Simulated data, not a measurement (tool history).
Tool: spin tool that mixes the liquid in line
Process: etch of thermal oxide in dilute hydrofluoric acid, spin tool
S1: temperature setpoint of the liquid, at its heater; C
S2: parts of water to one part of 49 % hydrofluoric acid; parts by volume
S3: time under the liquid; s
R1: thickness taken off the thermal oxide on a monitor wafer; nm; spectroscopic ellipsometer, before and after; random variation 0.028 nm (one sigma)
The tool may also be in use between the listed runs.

run,hour,S1,S2,S3,R1
1,0,22,240,300,4.1831
2,8,21,260,300,3.5618
3,11.5,21,260,300,3.5943
4,13.4,23.5,260,300,3.9201
5,15.7,22,270,300,3.5683
6,20.4,21,280,300,3.3488

The next listed run, before its measurement:
7,27.4,17.5,335,300,?

R1: 2.3299 nm
